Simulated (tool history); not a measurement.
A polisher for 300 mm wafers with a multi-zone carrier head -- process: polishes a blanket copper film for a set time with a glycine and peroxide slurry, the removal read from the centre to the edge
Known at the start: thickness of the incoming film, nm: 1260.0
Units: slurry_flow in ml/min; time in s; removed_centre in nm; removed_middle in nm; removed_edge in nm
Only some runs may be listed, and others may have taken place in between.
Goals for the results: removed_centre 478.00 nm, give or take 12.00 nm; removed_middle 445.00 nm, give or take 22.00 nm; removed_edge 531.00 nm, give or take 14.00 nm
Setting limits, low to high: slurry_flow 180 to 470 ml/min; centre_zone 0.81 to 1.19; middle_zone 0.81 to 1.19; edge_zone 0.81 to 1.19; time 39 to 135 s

| run | hour | slurry_flow | centre_zone | middle_zone | edge_zone | time | removed_centre | removed_middle | removed_edge |
|---|---|---|---|---|---|---|---|---|---|
| 1 | 0.0 | 300 | 1.00 | 1.00 | 1.00 | 87 | 448.58 | 453.38 | 453.95 |
| 2 | 2.5 | 300 | 1.00 | 1.04 | 1.00 | 87 | 449.47 | 464.53 | 453.93 |
| 3 | 8.8 | 300 | 1.00 | 0.98 | 1.00 | 87 | 448.08 | 448.95 | 452.26 |
| 4 | 12.4 | 305 | 1.00 | 0.96 | 1.04 | 88 | 455.14 | 441.16 | 465.98 |
| 5 | 14.0 | 310 | 1.00 | 0.95 | 1.07 | 89 | 454.28 | 445.50 | 483.14 |
| 6 | 16.4 | 245 | 1.00 | 0.95 | 1.07 | 89 | 438.96 | 438.47 | 470.32 |
| 7 | 17.7 | 270 | 1.00 | 0.94 | 1.09 | 89 | 449.90 | 429.01 | 478.07 |
| 8 | 18.5 | 270 | 1.00 | 0.94 | 1.09 | 89 | 452.87 | 438.49 | 477.47 |
| 9 | 25.0 | 285 | 1.00 | 0.93 | 1.11 | 90 | 458.58 | 444.00 | 493.78 |
| 10 | 31.0 | 295 | 1.00 | 0.92 | 1.13 | 90 | 460.87 | 435.86 | 499.16 |
| 11 | 32.9 | 305 | 1.00 | 0.92 | 1.14 | 90 | 467.92 | 433.25 | 506.77 |
| 12 | 38.0 | 310 | 1.00 | 0.93 | 1.15 | 90 | 466.86 | 452.81 | 507.65 |
| 13 | 44.4 | 315 | 1.00 | 0.92 | 1.16 | 90 | 469.03 | 442.98 | 509.51 |
| 14 | 49.6 | 320 | 1.00 | 0.91 | 1.17 | 90 | 472.15 | 434.54 | 512.41 |
| 15 | 51.8 | 325 | 1.00 | 0.91 | 1.17 | 90 | 465.96 | 435.22 | 511.21 |
| 16 | 56.7 | 330 | 1.00 | 0.91 | 1.17 | 90 | 468.22 | 434.54 | 511.61 |
| 17 | 59.3 | 335 | 1.00 | 0.91 | 1.17 | 90 | 466.33 | 428.33 | 512.31 |

Which of these 5 next moves meets every target?
| A | 61.9 | 260 | 0.92 | 0.82 | 1.18 | 102 | ? | ? | ? |
| B | 61.9 | 345 | 1.05 | 0.89 | 1.18 | 92 | ? | ? | ? |
| C | 61.9 | 345 | 1.01 | 0.85 | 1.18 | 97 | ? | ? | ? |
| D | 61.9 | 350 | 0.98 | 0.89 | 1.16 | 94 | ? | ? | ? |
| E | 61.9 | 435 | 0.91 | 0.83 | 1.17 | 98 | ? | ? | ? |

| move | removed_centre | removed_middle | removed_edge |
|---|---|---|---|
| A | 478.41 | 442.74 | 573.15 |
| B | 508.07 | 440.15 | 528.70 |
| C | 515.58 | 446.89 | 557.73 |
| D | 485.96 | 450.48 | 536.00 |
| E | 480.13 | 451.32 | 569.32 |
A: the result that was furthest off in the last run now lies on the other side of its target
B: corrects the largest miss of the last run, while another result sits out of spec
C: the result that was furthest off in the last run now lies on the other side of its target
D: hits every target within its allowed miss
E: the result that was furthest off in the last run now lies on the other side of its target
So the answer is move D, the one that meets all the targets.

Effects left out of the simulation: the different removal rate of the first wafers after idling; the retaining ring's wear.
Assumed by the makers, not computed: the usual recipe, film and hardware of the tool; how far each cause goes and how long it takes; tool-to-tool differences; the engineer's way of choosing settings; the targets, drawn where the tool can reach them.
